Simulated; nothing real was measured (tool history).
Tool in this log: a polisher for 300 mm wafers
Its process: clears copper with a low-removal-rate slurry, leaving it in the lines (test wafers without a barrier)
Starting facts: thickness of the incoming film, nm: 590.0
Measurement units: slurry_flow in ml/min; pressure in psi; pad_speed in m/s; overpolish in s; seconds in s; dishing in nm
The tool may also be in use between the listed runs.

run	day	slurry_flow	pressure	pad_speed	slurry_solids	overpolish	seconds	dishing
1	0	280	4.1	1.28	1	14	95.999	52.007
2	0.329	280	4.2	1.28	1	15	87.685	57.693
3	0.596	280	4.7	1.28	1	15	81.066	60.566
4	0.908	280	4.7	1.28	0.85	15	86.285	55.965
5	1	210	4.7	1.28	0.85	15	86.739	59.481
6	1.35	210	4.7	1.28	0.75	15	89.17	57.009
7	1.525	210	4.8	1.28	0.75	16	88.914	59.552
8	1.792	210	4.9	1.28	0.75	17	88.209	63.277
9	1.946	210	5	1.28	0.75	18	86.778	69.153

Run 10, settings as shown, results not yet in. Your forecast:
10	2.058	210	5.6	1.28	0.75	20	?	?

seconds: 77.301 s
dishing: 78.821 nm
